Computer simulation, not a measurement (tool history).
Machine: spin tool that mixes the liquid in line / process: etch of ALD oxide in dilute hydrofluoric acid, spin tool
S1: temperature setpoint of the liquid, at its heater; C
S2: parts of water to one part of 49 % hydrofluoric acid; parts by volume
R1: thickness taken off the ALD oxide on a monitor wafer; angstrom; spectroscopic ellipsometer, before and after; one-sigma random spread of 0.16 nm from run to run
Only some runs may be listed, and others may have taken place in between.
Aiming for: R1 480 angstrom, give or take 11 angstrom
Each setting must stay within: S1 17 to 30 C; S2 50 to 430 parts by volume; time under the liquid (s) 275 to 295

{"run": 1, "hour": 0.0, "S1": 22, "S2": 240, "time under the liquid (s)": 275, "R1": 273.7}
{"run": 2, "hour": 4.2, "S1": 22, "S2": 280, "time under the liquid (s)": 275, "R1": 224.03}
{"run": 3, "hour": 11.5, "S1": 24, "S2": 255, "time under the liquid (s)": 275, "R1": 273.43}
{"run": 4, "hour": 13.8, "S1": 24, "S2": 340, "time under the liquid (s)": 275, "R1": 187.9}
{"run": 5, "hour": 21.0, "S1": 21.5, "S2": 340, "time under the liquid (s)": 275, "R1": 173.09}
{"run": 6, "hour": 29.0, "S1": 25, "S2": 340, "time under the liquid (s)": 275, "R1": 194.97}
{"run": 7, "hour": 36.9, "S1": 26, "S2": 300, "time under the liquid (s)": 275, "R1": 237.21}
{"run": 8, "hour": 42.4, "S1": 27, "S2": 265, "time under the liquid (s)": 275, "R1": 287.61}
{"run": 9, "hour": 50.5, "S1": 27.5, "S2": 240, "time under the liquid (s)": 275, "R1": 333.4}
{"run": 10, "hour": 58.3, "S1": 28, "S2": 225, "time under the liquid (s)": 275, "R1": 367.17}
{"run": 11, "hour": 65.6, "S1": 28.5, "S2": 215, "time under the liquid (s)": 275, "R1": 394.58}
{"run": 12, "hour": 68.3, "S1": 29, "S2": 205, "time under the liquid (s)": 275, "R1": 429.67}
{"run": 13, "hour": 74.5, "S1": 29, "S2": 200, "time under the liquid (s)": 275, "R1": 439.74}
{"run": 14, "hour": 81.3, "S1": 29, "S2": 195, "time under the liquid (s)": 275, "R1": 456.45}
{"run": 15, "hour": 85.1, "S1": 29.5, "S2": 195, "time under the liquid (s)": 275, "R1": 462.98}

Exactly one of the 5 candidate moves below puts every result within its allowed miss. Which one?
{"run": "A", "hour": 88.9, "S1": 30, "S2": 195, "time under the liquid (s)": 295, "R1": "?"}
{"run": "B", "hour": 88.9, "S1": 29.5, "S2": 195, "time under the liquid (s)": 295, "R1": "?"}
{"run": "C", "hour": 88.9, "S1": 29, "S2": 180, "time under the liquid (s)": 275, "R1": "?"}
{"run": "D", "hour": 88.9, "S1": 29, "S2": 180, "time under the liquid (s)": 280, "R1": "?"}
{"run": "E", "hour": 88.9, "S1": 28, "S2": 185, "time under the liquid (s)": 280, "R1": "?"}

move=A R1=504.65
move=B R1=495.95
move=C R1=501.25
move=D R1=510.37
move=E R1=476.3
A: the result that was furthest off in the last run now lies on the other side of its target
B: the result that was furthest off in the last run now lies on the other side of its target
C: the result that was furthest off in the last run now lies on the other side of its target
D: the result that was furthest off in the last run now lies on the other side of its target
E: each result inside its tolerance
Go with E: it meets all targets.

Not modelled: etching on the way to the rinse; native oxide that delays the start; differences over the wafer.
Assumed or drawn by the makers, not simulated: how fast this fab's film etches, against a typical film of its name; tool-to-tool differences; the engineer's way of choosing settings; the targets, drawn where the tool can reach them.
